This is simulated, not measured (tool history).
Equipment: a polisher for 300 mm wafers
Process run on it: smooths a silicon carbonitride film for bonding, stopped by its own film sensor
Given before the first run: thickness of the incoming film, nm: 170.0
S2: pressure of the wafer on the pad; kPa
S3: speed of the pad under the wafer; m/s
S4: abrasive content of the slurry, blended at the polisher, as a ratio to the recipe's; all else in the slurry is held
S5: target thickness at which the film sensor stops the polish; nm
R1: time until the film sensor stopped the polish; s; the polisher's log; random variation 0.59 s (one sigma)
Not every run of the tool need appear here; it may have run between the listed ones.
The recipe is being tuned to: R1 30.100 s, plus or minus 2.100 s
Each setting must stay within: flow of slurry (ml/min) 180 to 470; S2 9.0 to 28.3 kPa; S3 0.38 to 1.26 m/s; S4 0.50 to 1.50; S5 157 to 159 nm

Run 1, hour 0.0: flow of slurry (ml/min) 300, S2 18.6 kPa, S3 0.82 m/s, S4 1.00, S5 157 nm. Result: R1 39.399 s.
Run 2, hour 2.7: flow of slurry (ml/min) 300, S2 19.3 kPa, S3 0.82 m/s, S4 1.00, S5 157 nm. Result: R1 39.605 s.
Run 3, hour 11.7: flow of slurry (ml/min) 300, S2 19.3 kPa, S3 0.68 m/s, S4 1.00, S5 157 nm. Result: R1 45.375 s.
Run 4, hour 16.8: flow of slurry (ml/min) 300, S2 19.3 kPa, S3 0.68 m/s, S4 1.00, S5 157 nm. Result: R1 44.033 s.
Run 5, hour 18.0: flow of slurry (ml/min) 300, S2 19.3 kPa, S3 0.52 m/s, S4 1.00, S5 157 nm. Result: R1 54.388 s.
Run 6, hour 19.8: flow of slurry (ml/min) 300, S2 20.7 kPa, S3 0.54 m/s, S4 1.00, S5 157 nm. Result: R1 50.867 s.
Run 7, hour 23.6: flow of slurry (ml/min) 300, S2 21.4 kPa, S3 0.58 m/s, S4 1.00, S5 157 nm. Result: R1 47.492 s.
Run 8, hour 28.9: flow of slurry (ml/min) 300, S2 22.1 kPa, S3 0.62 m/s, S4 1.00, S5 157 nm. Result: R1 42.839 s.
Run 9, hour 35.6: flow of slurry (ml/min) 300, S2 22.8 kPa, S3 0.64 m/s, S4 1.00, S5 157 nm. Result: R1 40.143 s.
Run 10, hour 39.6: flow of slurry (ml/min) 300, S2 23.4 kPa, S3 0.64 m/s, S4 1.00, S5 157 nm. Result: R1 41.363 s.
Run 11, hour 47.7: flow of slurry (ml/min) 300, S2 24.1 kPa, S3 0.66 m/s, S4 1.00, S5 157 nm. Result: R1 38.379 s.
Run 12, hour 51.7: flow of slurry (ml/min) 300, S2 24.8 kPa, S3 0.68 m/s, S4 1.00, S5 157 nm. Result: R1 37.877 s.

Exactly one of the 5 candidate moves below puts every result within its allowed miss. Which one?
Run A, hour 55.7: flow of slurry (ml/min) 325, S2 22.8 kPa, S3 0.60 m/s, S4 0.90, S5 157 nm. Result: R1 ?.
Run B, hour 55.7: flow of slurry (ml/min) 205, S2 24.8 kPa, S3 0.74 m/s, S4 1.10, S5 159 nm. Result: R1 ?.
Run C, hour 55.7: flow of slurry (ml/min) 315, S2 24.1 kPa, S3 0.62 m/s, S4 0.80, S5 158 nm. Result: R1 ?.
Run D, hour 55.7: flow of slurry (ml/min) 280, S2 25.5 kPa, S3 0.80 m/s, S4 1.05, S5 159 nm. Result: R1 ?.
Run E, hour 55.7: flow of slurry (ml/min) 380, S2 24.8 kPa, S3 0.78 m/s, S4 1.35, S5 159 nm. Result: R1 ?.

move      R1
   A  44.462
   B  28.875
   C  40.327
   D  25.963
   E  23.910
A: the biggest miss grows against the last run
B: in spec on every target
C: the biggest miss grows against the last run
D: the result that was furthest off in the last run now lies on the other side of its target
E: the result that was furthest off in the last run now lies on the other side of its target
Go with B: it meets all targets.
